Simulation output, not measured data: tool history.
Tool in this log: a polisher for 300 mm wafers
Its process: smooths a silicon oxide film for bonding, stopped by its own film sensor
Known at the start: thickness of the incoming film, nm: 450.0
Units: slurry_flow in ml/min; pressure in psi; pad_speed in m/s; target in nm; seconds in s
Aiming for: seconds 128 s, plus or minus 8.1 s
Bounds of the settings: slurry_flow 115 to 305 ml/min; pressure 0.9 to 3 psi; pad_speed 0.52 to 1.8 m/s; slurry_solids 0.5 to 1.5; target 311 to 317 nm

run	hour	slurry_flow	pressure	pad_speed	slurry_solids	target	seconds
1	0	195	1.9	1.16	1	317	208.65
2	4.6	195	2.1	1.18	1	317	197.69
3	10.9	195	2.1	1.18	0.8	317	219.88
4	17.7	195	2.3	1.26	0.8	317	191.45
5	22.2	240	2.3	1.26	0.8	317	187.79
6	26.8	205	2.3	1.26	0.8	317	190.18
7	34.2	205	2.5	1.3	0.8	317	175.46
8	37.6	205	2.6	1.36	0.8	317	164.3
9	42.1	205	2.7	1.4	0.8	317	154.3

Pick the move, out of 4, that brings all results within their allowed miss; only one does.
A	46.6	175	2.7	1.42	0.9	317	?
B	46.6	190	2.6	1.48	0.9	311	?
C	46.6	190	2.6	1.24	0.8	311	?
D	46.6	170	3	1.66	0.8	313	?

move	seconds
A	145.37
B	149.45
C	183.44
D	129.99
A: closer than the last run, but not yet in spec
B: closer than the last run, but not yet in spec
C: further off than the last run
D: all results in spec
So the answer is move D, the one that meets all the targets.
